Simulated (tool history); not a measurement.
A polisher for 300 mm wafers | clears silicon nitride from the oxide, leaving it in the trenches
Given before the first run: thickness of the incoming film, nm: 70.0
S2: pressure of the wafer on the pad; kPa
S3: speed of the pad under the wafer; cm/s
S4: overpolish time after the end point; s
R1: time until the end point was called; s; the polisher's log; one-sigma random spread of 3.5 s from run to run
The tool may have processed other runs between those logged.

Run 1, hour 0.0: flow of slurry (ml/min) 130, S2 12.4 kPa, S3 92 cm/s, S4 43 s. Result: R1 124.18 s.
Run 2, hour 8.3: flow of slurry (ml/min) 150, S2 12.4 kPa, S3 92 cm/s, S4 43 s. Result: R1 119.90 s.
Run 3, hour 11.9: flow of slurry (ml/min) 150, S2 11.0 kPa, S3 92 cm/s, S4 43 s. Result: R1 131.45 s.
Run 4, hour 12.8: flow of slurry (ml/min) 150, S2 13.1 kPa, S3 92 cm/s, S4 43 s. Result: R1 109.68 s.
Run 5, hour 14.2: flow of slurry (ml/min) 150, S2 13.1 kPa, S3 82 cm/s, S4 43 s. Result: R1 122.06 s.
Run 6, hour 17.5: flow of slurry (ml/min) 145, S2 11.7 kPa, S3 80 cm/s, S4 43 s. Result: R1 138.54 s.
Run 7, hour 21.5: flow of slurry (ml/min) 140, S2 11.0 kPa, S3 78 cm/s, S4 43 s. Result: R1 147.10 s.

Run 8, settings as shown, results not yet in. Your forecast:
Run 8, hour 30.2: flow of slurry (ml/min) 140, S2 10.3 kPa, S3 76 cm/s, S4 43 s. Result: R1 ?.

{"run 8": {"R1": 168.28}}
